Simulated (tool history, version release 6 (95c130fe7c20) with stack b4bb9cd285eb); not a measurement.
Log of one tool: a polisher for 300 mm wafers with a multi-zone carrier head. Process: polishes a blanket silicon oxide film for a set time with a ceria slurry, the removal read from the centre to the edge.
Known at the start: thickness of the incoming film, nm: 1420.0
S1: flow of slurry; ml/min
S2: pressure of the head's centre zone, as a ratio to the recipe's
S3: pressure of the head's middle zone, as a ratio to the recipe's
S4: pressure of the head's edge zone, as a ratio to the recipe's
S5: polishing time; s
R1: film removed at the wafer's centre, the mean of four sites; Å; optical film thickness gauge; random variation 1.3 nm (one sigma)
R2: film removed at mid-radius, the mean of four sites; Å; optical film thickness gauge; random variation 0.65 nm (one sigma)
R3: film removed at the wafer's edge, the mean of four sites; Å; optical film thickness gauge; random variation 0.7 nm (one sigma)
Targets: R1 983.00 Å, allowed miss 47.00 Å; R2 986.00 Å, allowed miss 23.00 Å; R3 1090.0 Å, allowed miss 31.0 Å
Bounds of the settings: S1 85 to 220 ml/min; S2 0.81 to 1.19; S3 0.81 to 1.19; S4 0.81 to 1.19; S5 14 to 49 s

run 1 hour=0.0 | S1=140 S2=1.00 S3=1.00 S4=1.00 S5=31 | R1=1422.40 R2=1537.60 R3=1568.9
run 2 hour=2.9 | S1=135 S2=0.99 S3=0.98 S4=0.98 S5=30 | R1=1344.80 R2=1467.50 R3=1480.6
run 3 hour=5.4 | S1=135 S2=0.99 S3=0.98 S4=0.98 S5=38 | R1=1701.50 R2=1841.10 R3=1884.0
run 4 hour=9.9 | S1=135 S2=0.96 S3=0.98 S4=0.98 S5=38 | R1=1670.10 R2=1834.40 R3=1900.7
run 5 hour=11.3 | S1=130 S2=0.96 S3=0.95 S4=0.97 S5=36 | R1=1575.50 R2=1687.40 R3=1769.2
run 6 hour=16.6 | S1=130 S2=0.96 S3=0.95 S4=0.97 S5=40 | R1=1691.10 R2=1882.30 R3=1968.6
run 7 hour=18.3 | S1=125 S2=0.96 S3=0.93 S4=0.96 S5=37 | R1=1570.10 R2=1675.60 R3=1812.8
run 8 hour=20.3 | S1=110 S2=0.93 S3=0.91 S4=0.86 S5=28 | R1=1109.10 R2=1217.60 R3=1263.8
run 9 hour=24.2 | S1=110 S2=0.93 S3=0.90 S4=0.85 S5=27 | R1=1050.30 R2=1170.00 R3=1218.5
-- hour=32.8 centre zone pressure recalibrated
run 10 hour=32.8 | S1=110 S2=0.94 S3=0.89 S4=0.84 S5=27 | R1=1195.60 R2=1142.30 R3=1206.5
run 11 hour=33.8 | S1=105 S2=0.93 S3=0.88 S4=0.84 S5=27 | R1=1111.00 R2=1118.90 R3=1214.1
run 12 hour=38.5 | S1=105 S2=0.92 S3=0.86 S4=0.83 S5=25 | R1=1038.90 R2=1027.30 R3=1113.4

Which of these 5 next moves meets every target?
run A hour=43.2 | S1=110 S2=0.98 S3=0.81 S4=0.87 S5=24 | R1=? R2=? R3=?
run B hour=43.2 | S1=120 S2=1.02 S3=0.83 S4=0.81 S5=23 | R1=? R2=? R3=?
run C hour=43.2 | S1=145 S2=0.98 S3=0.81 S4=0.82 S5=22 | R1=? R2=? R3=?
run D hour=43.2 | S1=95 S2=0.88 S3=0.86 S4=0.84 S5=25 | R1=? R2=? R3=?
run E hour=43.2 | S1=105 S2=0.93 S3=0.86 S4=0.81 S5=23 | R1=? R2=? R3=?

move=A R1=1082.60 R2=944.53 R3=1097.6
move=B R1=1111.20 R2=946.39 R3=1038.8
move=C R1=1075.20 R2=929.23 R3=1031.9
move=D R1=957.68 R2=985.46 R3=1090.0
move=E R1=968.44 R2=937.47 R3=1010.8
A: takes the result that was furthest off past its target
B: takes the result that was furthest off past its target
C: takes the result that was furthest off past its target
D: meets every target
E: takes the result that was furthest off past its target
The right move is D.
